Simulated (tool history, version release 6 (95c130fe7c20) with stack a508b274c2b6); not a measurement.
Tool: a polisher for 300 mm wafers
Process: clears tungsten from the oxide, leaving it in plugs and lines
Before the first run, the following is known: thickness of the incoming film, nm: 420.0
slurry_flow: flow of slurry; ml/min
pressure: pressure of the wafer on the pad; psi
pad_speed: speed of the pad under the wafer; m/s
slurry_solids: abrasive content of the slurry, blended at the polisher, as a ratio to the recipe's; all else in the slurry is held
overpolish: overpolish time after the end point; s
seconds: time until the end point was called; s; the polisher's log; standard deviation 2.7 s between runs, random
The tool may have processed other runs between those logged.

{"run": 1, "hour": 0.0, "slurry_flow": 260, "pressure": 2.8, "pad_speed": 1.38, "slurry_solids": 1.0, "overpolish": 32, "seconds": 103.65}
{"run": 2, "hour": 7.0, "slurry_flow": 260, "pressure": 3.1, "pad_speed": 1.38, "slurry_solids": 1.0, "overpolish": 32, "seconds": 95.672}
{"run": 3, "hour": 10.1, "slurry_flow": 260, "pressure": 2.7, "pad_speed": 1.3, "slurry_solids": 1.0, "overpolish": 32, "seconds": 115.72}
{"run": 4, "hour": 16.7, "slurry_flow": 260, "pressure": 2.4, "pad_speed": 1.26, "slurry_solids": 1.0, "overpolish": 32, "seconds": 134.77}
{"run": 5, "hour": 19.4, "slurry_flow": 260, "pressure": 2.2, "pad_speed": 1.24, "slurry_solids": 1.0, "overpolish": 32, "seconds": 147.54}
{"run": 6, "hour": 24.2, "slurry_flow": 260, "pressure": 2.2, "pad_speed": 1.38, "slurry_solids": 1.0, "overpolish": 32, "seconds": 132.93}

For run 7, what comes out?
{"run": 7, "hour": 27.1, "slurry_flow": 260, "pressure": 2.0, "pad_speed": 1.34, "slurry_solids": 1.0, "overpolish": 32, "seconds": "?"}

seconds: 151.300 s
